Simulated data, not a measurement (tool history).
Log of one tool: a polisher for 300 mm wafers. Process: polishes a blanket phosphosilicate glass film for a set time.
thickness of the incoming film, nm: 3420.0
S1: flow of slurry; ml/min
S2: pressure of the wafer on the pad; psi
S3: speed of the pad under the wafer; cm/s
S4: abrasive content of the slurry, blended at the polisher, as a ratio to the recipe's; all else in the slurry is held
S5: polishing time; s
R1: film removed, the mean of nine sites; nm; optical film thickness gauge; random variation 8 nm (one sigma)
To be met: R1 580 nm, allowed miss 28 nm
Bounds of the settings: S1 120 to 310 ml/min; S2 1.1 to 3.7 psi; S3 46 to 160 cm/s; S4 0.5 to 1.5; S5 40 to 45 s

Run 1, hour 0: S1 200 ml/min, S2 2.4 psi, S3 102 cm/s, S4 1, S5 45 s. Result: R1 353.14 nm.
Run 2, hour 4.8: S1 160 ml/min, S2 2.4 psi, S3 102 cm/s, S4 1, S5 45 s. Result: R1 342.64 nm.
Run 3, hour 6.9: S1 160 ml/min, S2 2.6 psi, S3 104 cm/s, S4 1, S5 45 s. Result: R1 375.51 nm.
Run 4, hour 14.1: S1 190 ml/min, S2 2.6 psi, S3 104 cm/s, S4 1, S5 45 s. Result: R1 389.11 nm.
Run 5, hour 20: S1 190 ml/min, S2 2.6 psi, S3 104 cm/s, S4 1, S5 45 s. Result: R1 381 nm.
Run 6, hour 24.4: S1 190 ml/min, S2 2.8 psi, S3 106 cm/s, S4 1, S5 45 s. Result: R1 430.63 nm.
Run 7, hour 29: S1 190 ml/min, S2 2.9 psi, S3 106 cm/s, S4 1, S5 45 s. Result: R1 436.34 nm.
Run 8, hour 37.2: S1 190 ml/min, S2 3.5 psi, S3 110 cm/s, S4 1, S5 45 s. Result: R1 539.97 nm.
Run 9, hour 39.9: S1 190 ml/min, S2 3.5 psi, S3 110 cm/s, S4 1, S5 45 s. Result: R1 547.09 nm.

Which of these 5 next moves meets every target?
Run A, hour 42.6: S1 220 ml/min, S2 3.6 psi, S3 120 cm/s, S4 0.95, S5 43 s. Result: R1 ?.
Run B, hour 42.6: S1 205 ml/min, S2 3.4 psi, S3 112 cm/s, S4 0.95, S5 45 s. Result: R1 ?.
Run C, hour 42.6: S1 205 ml/min, S2 3.7 psi, S3 104 cm/s, S4 0.85, S5 45 s. Result: R1 ?.
Run D, hour 42.6: S1 195 ml/min, S2 3.5 psi, S3 102 cm/s, S4 0.9, S5 45 s. Result: R1 ?.
Run E, hour 42.6: S1 245 ml/min, S2 3.6 psi, S3 94 cm/s, S4 0.95, S5 45 s. Result: R1 ?.

move      R1
   A  564.46
   B  523.61
   C  516.91
   D  487.56
   E  492.34
A: meets every target
B: further off than the last run
C: further off than the last run
D: further off than the last run
E: further off than the last run
Move A is the one to make.
